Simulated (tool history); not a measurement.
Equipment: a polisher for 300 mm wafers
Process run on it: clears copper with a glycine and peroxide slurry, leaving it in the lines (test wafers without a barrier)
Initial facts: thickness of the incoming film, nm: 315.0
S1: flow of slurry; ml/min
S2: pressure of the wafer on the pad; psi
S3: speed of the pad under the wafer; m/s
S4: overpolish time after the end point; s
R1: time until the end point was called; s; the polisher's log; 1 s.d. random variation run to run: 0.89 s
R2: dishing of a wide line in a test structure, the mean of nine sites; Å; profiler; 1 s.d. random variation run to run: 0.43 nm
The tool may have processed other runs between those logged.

run  hour   S1   S2    S3  S4      R1      R2
  1     0  310  2.1     1   9  75.607  261.16
  2   5.2  310  1.6     1   9  90.226  231.68
  3   8.6  310  1.8  1.02   9  78.756  249.95
  4  12.1  310  1.9  1.02   9  78.106  248.16
  5  18.7  310  1.9  1.02   6  77.809  182.93
  6  23.1  310    2  1.02   6  77.328  189.82
  7  31.8  310  2.1  1.02   6  74.345   193.1
  8  33.1  310  2.1  1.02   6  74.858  199.57

The next listed run, before its measurement:
  9  40.4  310  2.2  1.02   6   ?   ?

Run 9 measured R1 72.874 s, R2 203.8 Å.
